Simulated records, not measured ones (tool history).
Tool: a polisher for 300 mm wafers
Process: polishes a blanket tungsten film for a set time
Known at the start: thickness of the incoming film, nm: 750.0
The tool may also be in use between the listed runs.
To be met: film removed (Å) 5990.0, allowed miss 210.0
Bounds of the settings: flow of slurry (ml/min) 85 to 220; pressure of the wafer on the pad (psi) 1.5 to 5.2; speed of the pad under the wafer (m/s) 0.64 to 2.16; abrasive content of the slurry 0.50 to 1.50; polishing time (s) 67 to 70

run	day	flow of slurry (ml/min)	pressure of the wafer on the pad (psi)	speed of the pad under the wafer (m/s)	abrasive content of the slurry	polishing time (s)	film removed (Å)
1	0.000	140	3.3	1.40	1.00	67	3518.0
2	0.267	140	3.3	1.40	1.00	70	3719.4
3	0.475	165	3.3	1.40	1.00	70	3736.8
4	0.558	165	3.3	1.40	1.00	67	3646.3
5	0.896	170	3.7	1.40	1.00	67	4074.7
6	1.129	155	3.7	1.40	1.00	67	3970.0
7	1.362	160	4.1	1.40	1.00	67	4370.3
8	1.658	165	4.4	1.42	1.00	67	4752.4
9	2.008	170	4.6	1.44	1.00	67	5144.9
# day 2.354: slurry nozzle cleaned
10	2.354	175	4.7	1.44	1.00	67	5273.4

Which of these 5 next moves meets every target?
A	2.700	160	4.9	1.28	1.20	70	?
B	2.700	170	4.3	1.22	1.05	67	?
C	2.700	175	4.9	1.42	0.90	69	?
D	2.700	180	4.6	1.58	0.95	70	?
E	2.700	175	4.6	1.36	1.05	67	?

move	film removed (Å)
A	5263.8
B	4156.5
C	5405.2
D	5836.4
E	4933.1
A: as far off as the last run
B: further off than the last run
C: nearer than the last run, and not there yet
D: meets every target
E: further off than the last run
The right move is D.
